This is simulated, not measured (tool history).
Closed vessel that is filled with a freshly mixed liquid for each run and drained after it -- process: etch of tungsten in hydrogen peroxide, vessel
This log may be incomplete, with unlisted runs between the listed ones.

run,hour,temperature setpoint of the liquid (C),concentration of hydrogen peroxide in the mixed liquid (% by weight),time in the liquid (s),thickness taken off the tungsten on a monitor wafer (angstrom)
1,0.0,50,15.5,105,1329.5
2,3.5,52,15.5,105,1493.3
3,4.3,52,12.5,105,1343.6
4,12.9,54,12.5,105,1511.5
5,19.0,55,12.5,105,1591.6
6,23.3,56,12.5,105,1711.9

What does the tool deliver on the next run?
7,26.1,56,12.5,105,?

{"run 7": {"thickness taken off the tungsten on a monitor wafer (angstrom)": 1705.8}}
